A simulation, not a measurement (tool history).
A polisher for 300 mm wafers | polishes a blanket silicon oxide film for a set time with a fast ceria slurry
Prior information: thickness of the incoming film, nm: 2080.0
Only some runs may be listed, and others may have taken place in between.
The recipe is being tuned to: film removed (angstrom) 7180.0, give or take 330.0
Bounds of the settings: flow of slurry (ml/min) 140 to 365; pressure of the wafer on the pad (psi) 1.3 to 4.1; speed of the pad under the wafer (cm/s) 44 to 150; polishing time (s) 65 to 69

run	hour	flow of slurry (ml/min)	pressure of the wafer on the pad (psi)	speed of the pad under the wafer (cm/s)	polishing time (s)	film removed (angstrom)
1	0.0	235	2.7	96	65	11004.0
2	2.0	235	2.7	74	65	8532.5
3	7.3	235	3.2	74	65	9545.1
4	14.8	270	3.2	74	65	9509.9
5	19.8	270	3.1	74	65	9301.9
6	23.9	270	3.0	74	65	9143.2
7	32.0	270	2.9	74	65	9065.0
8	38.9	270	2.9	74	65	9168.7
9	43.8	270	2.8	74	65	8750.5

Consider the 4 candidate settings below. Which is the only one whose results all fall within their allowed miss of target?
A	48.7	265	2.9	84	69	?
B	48.7	295	2.9	58	65	?
C	48.7	280	2.3	90	67	?
D	48.7	260	2.0	64	65	?

move	film removed (angstrom)
A	10806.0
B	7186.8
C	9789.6
D	6297.3
A: the biggest miss grows against the last run
B: meets every target
C: the biggest miss grows against the last run
D: the result that was furthest off in the last run now lies on the other side of its target
The move that meets every target is B.
